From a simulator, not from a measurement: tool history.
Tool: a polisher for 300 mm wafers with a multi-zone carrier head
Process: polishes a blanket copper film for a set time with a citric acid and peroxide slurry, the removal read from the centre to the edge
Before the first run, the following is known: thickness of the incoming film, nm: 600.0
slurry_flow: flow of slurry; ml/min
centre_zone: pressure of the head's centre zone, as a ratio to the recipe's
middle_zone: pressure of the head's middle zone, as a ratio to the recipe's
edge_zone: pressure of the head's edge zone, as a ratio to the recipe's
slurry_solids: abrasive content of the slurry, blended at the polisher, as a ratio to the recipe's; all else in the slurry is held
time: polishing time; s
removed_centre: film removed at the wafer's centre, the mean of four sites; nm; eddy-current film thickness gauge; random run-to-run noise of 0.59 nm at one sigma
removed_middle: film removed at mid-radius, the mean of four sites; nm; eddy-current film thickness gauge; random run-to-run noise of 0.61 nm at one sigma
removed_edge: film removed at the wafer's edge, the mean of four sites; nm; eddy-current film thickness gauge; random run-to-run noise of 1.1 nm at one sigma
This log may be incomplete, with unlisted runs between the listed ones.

| run | hour | slurry_flow | centre_zone | middle_zone | edge_zone | slurry_solids | time | removed_centre | removed_middle | removed_edge |
|---|---|---|---|---|---|---|---|---|---|---|
| 1 | 0 | 235 | 1 | 1 | 1 | 1 | 77 | 114.9 | 118.24 | 118.2 |
| 2 | 8.1 | 235 | 1 | 1 | 0.95 | 1 | 77 | 113.54 | 117.83 | 115.93 |
| 3 | 13.2 | 280 | 1 | 1 | 0.95 | 1 | 77 | 117.39 | 119.73 | 120.84 |
| 4 | 15.6 | 265 | 0.99 | 1 | 0.93 | 0.95 | 76 | 112.43 | 115.37 | 113.48 |
| 5 | 16.8 | 265 | 0.99 | 1 | 1 | 0.95 | 76 | 112.84 | 115.22 | 116.66 |
| 6 | 22 | 265 | 1.05 | 1 | 1 | 0.95 | 76 | 119.01 | 114.98 | 115.65 |
| 7 | 22.9 | 250 | 1.03 | 1 | 0.98 | 0.9 | 75 | 113.4 | 112.16 | 113 |
| 8 | 27.6 | 240 | 1.02 | 1.01 | 0.96 | 0.85 | 73 | 106.83 | 108.81 | 105.15 |
| 9 | 28.8 | 230 | 1 | 1 | 0.95 | 0.8 | 72 | 101.25 | 103.23 | 103.05 |
| 10 | 32.8 | 220 | 0.99 | 1.01 | 0.93 | 0.75 | 71 | 98.805 | 100.8 | 96.952 |
| 11 | 38.3 | 220 | 0.99 | 1.01 | 0.93 | 0.75 | 71 | 97.474 | 100.72 | 98.475 |
| 12 | 39.4 | 215 | 0.98 | 1.01 | 0.92 | 0.7 | 70 | 93.097 | 99.586 | 94.929 |
| 13 | 41.2 | 210 | 0.97 | 1.01 | 0.91 | 0.65 | 70 | 90.026 | 97.231 | 92.309 |
| 14 | 49.9 | 205 | 0.96 | 1.01 | 0.9 | 0.65 | 70 | 88.001 | 95.512 | 93.698 |
| 15 | 55 | 200 | 0.96 | 1.01 | 0.89 | 0.65 | 69 | 86.527 | 93.666 | 91.08 |
| 16 | 62.6 | 170 | 0.92 | 1.01 | 0.81 | 0.5 | 68 | 74.805 | 85.954 | 77.139 |

Predict the results of run 17:
|  | 69.8 | worn pad replaced by a new one |
| 17 | 69.8 | 175 | 0.92 | 1.01 | 0.82 | 0.5 | 68 | ? | ? | ? |

{"run 17": {"removed_centre": 83.284, "removed_middle": 92.862, "removed_edge": 85}}

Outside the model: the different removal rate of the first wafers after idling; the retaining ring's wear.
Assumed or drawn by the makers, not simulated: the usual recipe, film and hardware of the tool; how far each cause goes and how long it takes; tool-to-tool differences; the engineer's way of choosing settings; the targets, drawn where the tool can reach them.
